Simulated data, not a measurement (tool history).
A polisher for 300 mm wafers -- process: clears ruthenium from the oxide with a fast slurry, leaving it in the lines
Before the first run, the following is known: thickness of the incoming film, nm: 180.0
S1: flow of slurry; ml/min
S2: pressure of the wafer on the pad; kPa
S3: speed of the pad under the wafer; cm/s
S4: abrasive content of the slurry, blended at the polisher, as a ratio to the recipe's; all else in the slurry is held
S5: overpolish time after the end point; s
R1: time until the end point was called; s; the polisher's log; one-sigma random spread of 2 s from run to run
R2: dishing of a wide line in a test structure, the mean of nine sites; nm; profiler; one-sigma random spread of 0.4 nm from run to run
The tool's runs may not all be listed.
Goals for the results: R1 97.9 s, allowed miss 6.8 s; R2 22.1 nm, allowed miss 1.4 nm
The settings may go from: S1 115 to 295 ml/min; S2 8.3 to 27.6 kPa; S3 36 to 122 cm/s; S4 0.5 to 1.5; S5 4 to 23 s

run    day   S1    S2  S3   S4  S5      R1      R2
  1      0  190  17.9  78    1  12  69.886  20.522
  2  0.246  190  21.4  78    1  12  63.053  22.813
  3  0.425  190  21.4  66    1  12  72.787  21.156
  4  0.488  190    20  62    1  14  80.125  21.018
  5  0.821  190  18.6  60    1  16  86.447  22.217
  6  1.146  190  18.6  60  1.1  16  85.872  22.225
  7  1.458  190  18.6  60  1.1  16   86.58  22.447
  8  1.779  190  17.9  60  1.1  17  89.324  23.118
  9  2.029  190  17.2  60  1.1  17  89.063  22.223

Which single option among these 5 for the next run brings every result within its allowed miss of target? Just one does.
  A  2.279  200  15.9  72  1.05  16   ?   ?
  B  2.279  160  17.2  46   1.2  21   ?   ?
  C  2.279  145  19.3  52  1.05  15   ?   ?
  D  2.279  210  19.3  58   1.3  13   ?   ?
  E  2.279  175  16.5  58   1.1  18   ?   ?

move      R1      R2
   A  80.317   22.79
   B  114.45  21.475
   C  99.588    18.5
   D  79.389  19.727
   E  96.082  21.803
A: its largest miss is bigger than the last run's
B: carries the result that was furthest off beyond its target, to the other side
C: brings the last run's worst result on target, with another outside its allowed miss
D: its largest miss is bigger than the last run's
E: every result lands within tolerance
Move E is the one to make.

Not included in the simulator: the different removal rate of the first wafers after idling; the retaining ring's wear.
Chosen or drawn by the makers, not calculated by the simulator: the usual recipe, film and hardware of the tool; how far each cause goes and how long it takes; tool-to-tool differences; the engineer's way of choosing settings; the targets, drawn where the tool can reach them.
